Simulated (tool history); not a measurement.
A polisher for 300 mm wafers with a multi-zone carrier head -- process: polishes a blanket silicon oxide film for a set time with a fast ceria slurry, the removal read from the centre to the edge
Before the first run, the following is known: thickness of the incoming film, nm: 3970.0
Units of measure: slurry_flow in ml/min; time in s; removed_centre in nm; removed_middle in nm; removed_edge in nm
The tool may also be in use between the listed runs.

run	hour	slurry_flow	centre_zone	middle_zone	edge_zone	time	removed_centre	removed_middle	removed_edge
1	0	155	1	1	1	79	997.94	983.65	1021.4
2	4.1	155	0.92	1	1	79	929.26	1026.3	1012.9
3	9.2	185	0.92	1	1	79	946.64	1026.4	1027.2
4	17.1	180	0.91	0.95	0.98	72	855.29	888.51	926.99
5	21.3	180	0.91	0.95	1.02	72	860.43	882.03	943.57
6	28.5	180	0.91	1.01	1.02	72	856.69	925.95	942.25
7	36.6	180	0.9	0.97	1	67	785.09	847.28	883.58

Forecast run 8:
8	45.4	180	0.9	0.94	0.97	64	?	?	?

removed_centre: 751.88 nm
removed_middle: 782.91 nm
removed_edge: 834.08 nm
